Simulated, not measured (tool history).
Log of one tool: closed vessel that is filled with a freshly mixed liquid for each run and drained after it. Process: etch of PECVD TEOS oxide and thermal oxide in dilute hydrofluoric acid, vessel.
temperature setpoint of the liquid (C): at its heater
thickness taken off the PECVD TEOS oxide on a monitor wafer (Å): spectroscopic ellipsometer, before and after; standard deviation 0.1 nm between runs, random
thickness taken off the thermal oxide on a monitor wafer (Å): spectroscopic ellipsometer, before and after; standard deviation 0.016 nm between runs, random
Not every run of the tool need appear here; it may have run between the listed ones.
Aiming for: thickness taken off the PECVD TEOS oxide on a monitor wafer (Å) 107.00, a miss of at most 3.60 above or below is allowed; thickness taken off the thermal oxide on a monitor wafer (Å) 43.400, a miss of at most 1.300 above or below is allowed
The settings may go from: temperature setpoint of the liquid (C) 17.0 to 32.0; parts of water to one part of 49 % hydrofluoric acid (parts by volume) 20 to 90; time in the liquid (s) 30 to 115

run,hour,temperature setpoint of the liquid (C),parts of water to one part of 49 % hydrofluoric acid (parts by volume),time in the liquid (s),thickness taken off the PECVD TEOS oxide on a monitor wafer (Å),thickness taken off the thermal oxide on a monitor wafer (Å)
1,0.0,24.0,50,60,149.61,60.344
2,5.1,22.0,50,60,136.45,55.234
3,13.7,20.5,50,60,128.21,52.124
4,18.9,19.5,50,60,121.96,49.910
5,24.2,19.0,50,60,120.20,48.889
6,29.7,19.0,50,75,149.30,60.953
7,37.8,18.5,55,75,134.00,53.699
8,45.3,18.0,55,75,130.03,52.533
9,47.8,17.5,55,75,126.78,51.362
10,54.6,17.0,60,75,115.30,46.139
11,57.3,17.0,60,75,114.55,45.957

4 candidate next runs follow, results not yet known. Just one meets every target within its allowed miss. Identify it.
A,60.0,17.5,60,70,?,?
B,60.0,17.0,60,80,?,?
C,60.0,17.5,60,80,?,?
D,60.0,18.0,25,30,?,?

move,thickness taken off the PECVD TEOS oxide on a monitor wafer (Å),thickness taken off the thermal oxide on a monitor wafer (Å)
A,106.67,43.817
B,119.31,49.008
C,121.91,50.077
D,116.67,47.925
A: in spec on every target
B: lands further from the targets than the last run did
C: lands further from the targets than the last run did
D: lands further from the targets than the last run did
The move that meets every target is A.
